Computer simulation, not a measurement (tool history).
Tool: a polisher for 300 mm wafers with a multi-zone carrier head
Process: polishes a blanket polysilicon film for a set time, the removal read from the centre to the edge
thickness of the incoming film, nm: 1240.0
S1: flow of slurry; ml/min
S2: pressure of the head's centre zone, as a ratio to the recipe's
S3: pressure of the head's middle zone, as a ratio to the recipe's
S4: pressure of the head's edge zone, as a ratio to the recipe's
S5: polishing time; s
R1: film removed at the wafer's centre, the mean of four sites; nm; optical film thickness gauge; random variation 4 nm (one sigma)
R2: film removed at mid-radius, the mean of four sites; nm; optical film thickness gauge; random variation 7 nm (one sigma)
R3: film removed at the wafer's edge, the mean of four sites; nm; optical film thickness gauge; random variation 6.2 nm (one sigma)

run 1 hour=0 | S1=245 S2=1 S3=1 S4=1 S5=54 | R1=475.25 R2=535.66 R3=528.46
run 2 hour=6.5 | S1=245 S2=1 S3=1 S4=1 S5=49 | R1=420.35 R2=478.38 R3=468.22
run 3 hour=9.9 | S1=190 S2=1 S3=1 S4=1 S5=49 | R1=415.01 R2=470.28 R3=467.62
run 4 hour=10.9 | S1=200 S2=1.02 S3=1.02 S4=0.96 S5=48 | R1=410.54 R2=467.17 R3=443.79
run 5 hour=12 | S1=200 S2=0.94 S3=1.02 S4=0.96 S5=48 | R1=394.2 R2=470.33 R3=442.38
run 6 hour=12.8 | S1=200 S2=1 S3=1.02 S4=0.96 S5=48 | R1=403.24 R2=464.11 R3=444.38
-- hour=14.8 centre zone pressure recalibrated
run 7 hour=14.8 | S1=215 S2=1.03 S3=1.04 S4=0.93 S5=48 | R1=460.02 R2=471.21 R3=436.42

Run 8 comes next. What will it give?
run 8 hour=19.1 | S1=205 S2=1.02 S3=1.06 S4=0.93 S5=48 | R1=? R2=? R3=?

Run 8 gave R1 454.03 nm, R2 469.33 nm, R3 452.17 nm.
